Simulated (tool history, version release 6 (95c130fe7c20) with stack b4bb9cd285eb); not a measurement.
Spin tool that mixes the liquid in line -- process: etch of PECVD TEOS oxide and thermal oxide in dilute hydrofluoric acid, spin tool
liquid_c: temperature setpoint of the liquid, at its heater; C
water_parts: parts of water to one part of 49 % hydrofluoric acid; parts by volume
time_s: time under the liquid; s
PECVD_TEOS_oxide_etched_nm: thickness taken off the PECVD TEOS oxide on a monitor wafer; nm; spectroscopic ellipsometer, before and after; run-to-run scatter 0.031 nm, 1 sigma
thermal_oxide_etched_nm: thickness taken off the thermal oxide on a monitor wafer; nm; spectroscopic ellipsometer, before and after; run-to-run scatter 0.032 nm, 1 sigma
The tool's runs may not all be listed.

run 1 hour=0.0 | liquid_c=20 water_parts=150 time_s=120 | PECVD_TEOS_oxide_etched_nm=6.8961 thermal_oxide_etched_nm=3.0784
run 2 hour=1.3 | liquid_c=20 water_parts=95 time_s=120 | PECVD_TEOS_oxide_etched_nm=11.5500 thermal_oxide_etched_nm=5.1179
run 3 hour=9.8 | liquid_c=19 water_parts=100 time_s=120 | PECVD_TEOS_oxide_etched_nm=10.4780 thermal_oxide_etched_nm=4.6697
run 4 hour=11.4 | liquid_c=17 water_parts=100 time_s=120 | PECVD_TEOS_oxide_etched_nm=9.6510 thermal_oxide_etched_nm=4.2755
run 5 hour=13.1 | liquid_c=17 water_parts=75 time_s=120 | PECVD_TEOS_oxide_etched_nm=13.2640 thermal_oxide_etched_nm=5.9577
run 6 hour=15.8 | liquid_c=17 water_parts=90 time_s=120 | PECVD_TEOS_oxide_etched_nm=10.7890 thermal_oxide_etched_nm=4.8793

Predict the results of run 7:
run 7 hour=21.6 | liquid_c=17 water_parts=100 time_s=120 | PECVD_TEOS_oxide_etched_nm=? thermal_oxide_etched_nm=?

{"run 7": {"PECVD_TEOS_oxide_etched_nm": 9.6141, "thermal_oxide_etched_nm": 4.2919}}
